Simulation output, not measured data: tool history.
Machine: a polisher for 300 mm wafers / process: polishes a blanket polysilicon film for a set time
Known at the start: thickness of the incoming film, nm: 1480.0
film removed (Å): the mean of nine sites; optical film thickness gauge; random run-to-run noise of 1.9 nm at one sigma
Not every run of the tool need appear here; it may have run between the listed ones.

run,day,flow of slurry (ml/min),pressure of the wafer on the pad (psi),speed of the pad under the wafer (m/s),polishing time (s),film removed (Å)
1,0.000,270,2.5,0.82,52,2679.2
2,0.146,270,2.4,0.82,52,2614.9
3,0.488,270,2.9,0.82,52,3121.5
4,0.633,270,2.7,0.82,52,2986.6
5,0.929,270,2.6,0.82,52,2825.9
6,1.100,270,3.2,0.82,52,3399.2
7,1.412,270,3.0,0.82,52,3206.2
8,1.579,270,2.8,0.82,52,3007.6
9,1.912,270,2.6,0.82,52,2816.7

Expected results for the next run?
10,1.967,270,2.5,0.82,52,?

film removed (Å): 2703.0
